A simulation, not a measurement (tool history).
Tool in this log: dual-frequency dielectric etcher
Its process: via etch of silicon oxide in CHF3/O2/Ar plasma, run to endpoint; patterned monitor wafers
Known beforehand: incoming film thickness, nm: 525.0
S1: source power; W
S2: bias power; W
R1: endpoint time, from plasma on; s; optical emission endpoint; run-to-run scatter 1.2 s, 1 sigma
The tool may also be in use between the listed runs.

Run 1, hour 0.0: S1 690 W, S2 156 W. Result: R1 239.25 s.
Run 2, hour 1.9: S1 770 W, S2 156 W. Result: R1 229.91 s.
Run 3, hour 6.3: S1 800 W, S2 158 W. Result: R1 224.89 s.
Run 4, hour 13.7: S1 880 W, S2 158 W. Result: R1 217.46 s.
Run 5, hour 19.6: S1 760 W, S2 158 W. Result: R1 230.46 s.
Run 6, hour 22.8: S1 790 W, S2 160 W. Result: R1 224.99 s.

Estimate the outcome of run 7 from the log above:
Run 7, hour 26.0: S1 810 W, S2 161 W. Result: R1 ?.

R1: 220.42 s
